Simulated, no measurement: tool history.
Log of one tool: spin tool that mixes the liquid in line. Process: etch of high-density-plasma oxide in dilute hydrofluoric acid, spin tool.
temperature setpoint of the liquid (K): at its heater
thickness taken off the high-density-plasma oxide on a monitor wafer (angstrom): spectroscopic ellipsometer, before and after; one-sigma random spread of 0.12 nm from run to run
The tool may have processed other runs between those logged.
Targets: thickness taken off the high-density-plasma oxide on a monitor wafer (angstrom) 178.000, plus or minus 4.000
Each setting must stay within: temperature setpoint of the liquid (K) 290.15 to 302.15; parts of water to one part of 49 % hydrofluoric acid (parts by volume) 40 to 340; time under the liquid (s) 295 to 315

run  hour  temperature setpoint of the liquid (K)  parts of water to one part of 49 % hydrofluoric acid (parts by volume)  time under the liquid (s)  thickness taken off the high-density-plasma oxide on a monitor wafer (angstrom)
  1   0.0                                  294.15                                                                     190                        295                                                                           77.851
  2   8.3                                  296.15                                                                     170                        295                                                                           94.787
  3   9.9                                  293.15                                                                     170                        295                                                                           83.816
  4  13.5                                  295.15                                                                     155                        295                                                                          102.340
  5  17.0                                  296.65                                                                     145                        295                                                                          117.160
  6  23.9                                  296.65                                                                     170                        295                                                                           98.248
  7  27.4                                  298.15                                                                     155                        295                                                                          114.880
  8  28.7                                  299.15                                                                     145                        295                                                                          128.110
  9  31.5                                  302.15                                                                     105                        295                                                                          209.690
 10  39.3                                  301.15                                                                     105                        295                                                                          200.800
 11  47.2                                  300.65                                                                     105                        295                                                                          197.000

Exactly one of the 5 candidate moves below puts every result within its allowed miss. Which one?
  A  55.1                                  298.15                                                                     110                        295                                                                                ?
  B  55.1                                  301.65                                                                     125                        315                                                                                ?
  C  55.1                                  302.15                                                                     120                        315                                                                                ?
  D  55.1                                  301.15                                                                     120                        295                                                                                ?
  E  55.1                                  299.65                                                                     110                        315                                                                                ?

move  thickness taken off the high-density-plasma oxide on a monitor wafer (angstrom)
   A                                                                          169.480
   B                                                                          178.520
   C                                                                          190.710
   D                                                                          172.050
   E                                                                          191.780
A: moves the result that the last run missed by most past its target, out the other side
B: every result within its allowed miss
C: an improvement on the last run, though not all results are within tolerance
D: moves the result that the last run missed by most past its target, out the other side
E: an improvement on the last run, though not all results are within tolerance
Move B is the one to make.
